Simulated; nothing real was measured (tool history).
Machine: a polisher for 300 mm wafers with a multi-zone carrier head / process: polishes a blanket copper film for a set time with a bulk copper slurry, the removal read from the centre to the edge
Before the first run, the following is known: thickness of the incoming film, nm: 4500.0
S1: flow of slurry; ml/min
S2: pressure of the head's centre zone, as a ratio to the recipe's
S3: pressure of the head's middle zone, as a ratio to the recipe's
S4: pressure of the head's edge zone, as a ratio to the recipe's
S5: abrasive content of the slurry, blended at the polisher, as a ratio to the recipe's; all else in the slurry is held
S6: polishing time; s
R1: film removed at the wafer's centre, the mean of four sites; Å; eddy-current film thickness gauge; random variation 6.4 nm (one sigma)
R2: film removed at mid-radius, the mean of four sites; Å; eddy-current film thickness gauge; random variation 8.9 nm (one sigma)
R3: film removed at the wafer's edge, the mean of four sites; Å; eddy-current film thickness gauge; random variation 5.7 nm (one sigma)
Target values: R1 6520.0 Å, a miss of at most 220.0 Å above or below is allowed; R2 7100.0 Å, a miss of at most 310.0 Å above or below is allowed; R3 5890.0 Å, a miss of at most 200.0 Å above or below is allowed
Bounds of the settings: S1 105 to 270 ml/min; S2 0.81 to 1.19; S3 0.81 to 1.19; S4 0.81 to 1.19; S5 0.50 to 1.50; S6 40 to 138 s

run  hour   S1    S2    S3    S4    S5   S6      R1      R2      R3
  1   0.0  175  1.00  1.00  1.00  1.00   88  4462.0  4588.4  4549.5
  2   0.7  190  1.03  1.05  1.00  1.15   91  4929.8  5114.5  4929.5
  3   7.3  190  1.10  1.05  1.00  1.15   91  5243.6  5206.5  4947.9
  4  16.0  190  1.10  1.05  1.00  1.15   78  4478.1  4402.5  4213.8
  5  20.0  190  1.10  1.05  1.06  1.15   78  4523.1  4400.3  4344.9
  6  22.2  190  1.10  0.99  1.06  1.15   78  4545.0  4151.5  4356.4
  7  25.1  190  1.10  0.99  1.06  1.15   78  4493.0  4119.2  4256.3
  8  27.7  240  1.11  1.09  1.02  1.40  103  6490.4  6457.2  5931.0
  9  36.1  240  1.11  1.11  1.01  1.40  103  6534.3  6710.6  6019.9
 10  37.3  240  1.11  1.12  1.00  1.40  103  6585.9  6651.9  5810.3
 11  43.8  240  1.10  1.14  1.01  1.40  103  6466.3  6719.3  5855.0

Which one of the following 4 next-run settings gets every result inside its allowed miss? There is exactly one.
  A  50.3  230  1.15  1.00  1.06  1.30  101   ?   ?   ?
  B  50.3  245  1.10  1.19  1.00  1.30  105   ?   ?   ?
  C  50.3  235  1.06  1.03  1.02  1.50  107   ?   ?   ?
  D  50.3  240  1.11  1.08  1.02  1.40  103   ?   ?   ?

move      R1      R2      R3
   A  6324.3  5710.9  5830.1
   B  6362.9  6957.6  5916.9
   C  6385.5  6417.2  6258.3
   D  6370.4  6357.0  5947.0
A: lands further from the targets than the last run did
B: each result inside its tolerance
C: lands further from the targets than the last run did
D: lands further from the targets than the last run did
Answer: B
